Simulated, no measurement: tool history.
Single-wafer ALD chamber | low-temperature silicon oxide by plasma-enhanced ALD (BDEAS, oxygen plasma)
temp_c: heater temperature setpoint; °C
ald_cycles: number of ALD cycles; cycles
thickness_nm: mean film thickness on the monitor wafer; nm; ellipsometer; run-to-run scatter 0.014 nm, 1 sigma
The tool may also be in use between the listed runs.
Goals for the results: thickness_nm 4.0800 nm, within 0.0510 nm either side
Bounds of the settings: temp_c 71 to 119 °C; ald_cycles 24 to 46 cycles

Run 1, day 0.000: temp_c 95 °C, ald_cycles 35 cycles. Result: thickness_nm 4.9901 nm.
Run 2, day 0.050: temp_c 101 °C, ald_cycles 34 cycles. Result: thickness_nm 4.7762 nm.
Run 3, day 0.338: temp_c 93 °C, ald_cycles 34 cycles. Result: thickness_nm 4.8724 nm.
Run 4, day 0.500: temp_c 93 °C, ald_cycles 38 cycles. Result: thickness_nm 5.4742 nm.
At day 0.721: thermocouple changed; heater temperature recalibrated.
Run 5, day 0.721: temp_c 93 °C, ald_cycles 41 cycles. Result: thickness_nm 5.9770 nm.
Run 6, day 0.917: temp_c 86 °C, ald_cycles 41 cycles. Result: thickness_nm 6.0872 nm.
Run 7, day 1.092: temp_c 93 °C, ald_cycles 37 cycles. Result: thickness_nm 5.4060 nm.
Run 8, day 1.308: temp_c 99 °C, ald_cycles 35 cycles. Result: thickness_nm 5.0133 nm.

Pick the move, out of 4, that brings all results within their allowed miss; only one does.
Run A, day 1.525: temp_c 81 °C, ald_cycles 27 cycles. Result: thickness_nm ?.
Run B, day 1.525: temp_c 103 °C, ald_cycles 28 cycles. Result: thickness_nm ?.
Run C, day 1.525: temp_c 105 °C, ald_cycles 28 cycles. Result: thickness_nm ?.
Run D, day 1.525: temp_c 109 °C, ald_cycles 30 cycles. Result: thickness_nm ?.

move  thickness_nm
   A        4.0977
   B        3.9846
   C        3.9719
   D        4.2284
A: each result inside its tolerance
B: the result that was furthest off in the last run now lies on the other side of its target
C: the result that was furthest off in the last run now lies on the other side of its target
D: closer than the last run, but not yet in spec
Correct choice: A, which meets every target
